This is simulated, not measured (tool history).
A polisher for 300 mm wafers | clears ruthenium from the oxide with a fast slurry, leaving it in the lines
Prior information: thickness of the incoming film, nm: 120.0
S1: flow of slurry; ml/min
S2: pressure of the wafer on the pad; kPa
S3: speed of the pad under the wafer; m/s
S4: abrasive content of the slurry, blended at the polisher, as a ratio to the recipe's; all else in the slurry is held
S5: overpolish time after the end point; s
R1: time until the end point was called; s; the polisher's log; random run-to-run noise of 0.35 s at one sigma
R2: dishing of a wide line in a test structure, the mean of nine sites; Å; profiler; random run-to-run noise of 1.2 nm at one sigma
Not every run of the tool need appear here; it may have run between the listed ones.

run	day	S1	S2	S3	S4	S5	R1	R2
1	0	295	14.5	1.08	1	29	37.173	651.05
2	0.071	295	16.5	1.14	1	31	31.516	780.43
3	0.258	295	16.5	1.14	1	20	30.9	580.27
4	0.488	295	16.5	1.4	1	20	25.891	672.35
5	0.608	295	17.2	1.48	1	24	22.553	789.37
6	0.692	295	17.9	1.48	1	27	22.028	873.36
7	0.812	295	20.7	1.48	1	35	19.324	1028.5
8	1.025	295	20.7	1.5	1	36	19.485	1049.6
9	1.079	295	20.7	1.52	1	37	18.821	1073.9
10	1.396	295	20.7	1.52	1	38	18.889	1076.9
11	1.596	295	20.7	1.52	1	39	18.669	1080.4

Predict the results of run 12:
12	1.804	295	20.7	1.52	1	40	?	?

Run 12 produced R1 18.931 s, R2 1089.9 Å.
